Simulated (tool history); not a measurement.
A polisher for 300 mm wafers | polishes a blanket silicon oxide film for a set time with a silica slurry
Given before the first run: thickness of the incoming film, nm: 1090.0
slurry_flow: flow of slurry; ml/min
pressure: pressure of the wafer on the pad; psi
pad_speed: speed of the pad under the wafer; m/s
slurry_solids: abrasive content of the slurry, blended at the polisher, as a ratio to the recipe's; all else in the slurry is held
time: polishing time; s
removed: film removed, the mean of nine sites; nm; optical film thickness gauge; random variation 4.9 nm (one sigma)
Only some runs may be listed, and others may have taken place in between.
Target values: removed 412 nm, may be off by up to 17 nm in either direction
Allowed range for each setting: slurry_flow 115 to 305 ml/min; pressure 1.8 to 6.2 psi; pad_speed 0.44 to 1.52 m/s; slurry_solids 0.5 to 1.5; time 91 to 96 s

| run | hour | slurry_flow | pressure | pad_speed | slurry_solids | time | removed |
|---|---|---|---|---|---|---|---|
| 1 | 0 | 195 | 4 | 0.98 | 1 | 91 | 271.45 |
| 2 | 5 | 195 | 4.7 | 0.98 | 1 | 91 | 310.37 |
| 3 | 9.2 | 195 | 3.9 | 0.98 | 1 | 91 | 266.46 |
| 4 | 13.7 | 195 | 4.5 | 1 | 1 | 91 | 309.12 |
| 5 | 14.7 | 195 | 4.5 | 1.08 | 1 | 91 | 320.92 |
| 6 | 21.8 | 195 | 4.1 | 1.08 | 1 | 91 | 290.31 |
| 7 | 25 | 195 | 4.6 | 1.1 | 1 | 91 | 325.6 |
| 8 | 26.2 | 195 | 4.9 | 1.12 | 1 | 91 | 347.29 |
| 9 | 27.3 | 195 | 5.2 | 1.12 | 1 | 91 | 367.53 |

4 next moves are on the table. One of them brings every result within its allowed miss. Which?
| A | 28.4 | 210 | 5.7 | 1.3 | 0.95 | 95 | ? |
| B | 28.4 | 145 | 4.9 | 1 | 1.05 | 91 | ? |
| C | 28.4 | 165 | 6 | 1.14 | 0.85 | 96 | ? |
| D | 28.4 | 200 | 5.1 | 1 | 0.9 | 91 | ? |

| move | removed |
|---|---|
| A | 454.32 |
| B | 323.77 |
| C | 413.77 |
| D | 334.18 |
A: carries the result that was furthest off beyond its target, to the other side
B: the biggest miss grows against the last run
C: all results land within tolerance of their targets
D: the biggest miss grows against the last run
C meets every target.
